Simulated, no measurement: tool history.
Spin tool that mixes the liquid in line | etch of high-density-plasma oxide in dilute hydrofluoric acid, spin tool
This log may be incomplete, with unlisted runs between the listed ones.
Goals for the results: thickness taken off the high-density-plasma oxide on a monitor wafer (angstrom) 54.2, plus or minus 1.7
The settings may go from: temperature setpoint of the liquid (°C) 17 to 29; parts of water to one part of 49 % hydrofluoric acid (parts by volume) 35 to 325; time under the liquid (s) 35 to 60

| run | hour | temperature setpoint of the liquid (°C) | parts of water to one part of 49 % hydrofluoric acid (parts by volume) | time under the liquid (s) | thickness taken off the high-density-plasma oxide on a monitor wafer (angstrom) |
|---|---|---|---|---|---|
| 1 | 0 | 21 | 180 | 60 | 17.78 |
| 2 | 4.1 | 22.5 | 180 | 60 | 18.473 |
| 3 | 10.6 | 22.5 | 180 | 60 | 18.822 |
| 4 | 14.2 | 24 | 145 | 60 | 25.415 |
| 5 | 21 | 27 | 145 | 60 | 28.874 |
| 6 | 29.4 | 27.5 | 125 | 60 | 34.938 |
| 7 | 33.6 | 28 | 110 | 60 | 42.136 |
| 8 | 41.5 | 28.5 | 105 | 60 | 44.284 |
| 9 | 49.9 | 28.5 | 100 | 60 | 47.219 |
| 10 | 57.2 | 29 | 80 | 60 | 60.704 |
| 11 | 59.8 | 28 | 80 | 60 | 59.263 |
| 12 | 63.2 | 27.5 | 80 | 60 | 57.539 |

Pick the move, out of 4, that brings all results within their allowed miss; only one does.
| A | 66.6 | 25 | 70 | 60 | ? |
| B | 66.6 | 25.5 | 80 | 60 | ? |
| C | 66.6 | 25.5 | 70 | 60 | ? |
| D | 66.6 | 27 | 75 | 60 | ? |

| move | thickness taken off the high-density-plasma oxide on a monitor wafer (angstrom) |
|---|---|
| A | 60.35 |
| B | 53.127 |
| C | 61.557 |
| D | 60.502 |
A: its largest miss is bigger than the last run's
B: every result within its allowed miss
C: its largest miss is bigger than the last run's
D: its largest miss is bigger than the last run's
Move B is the one to make.
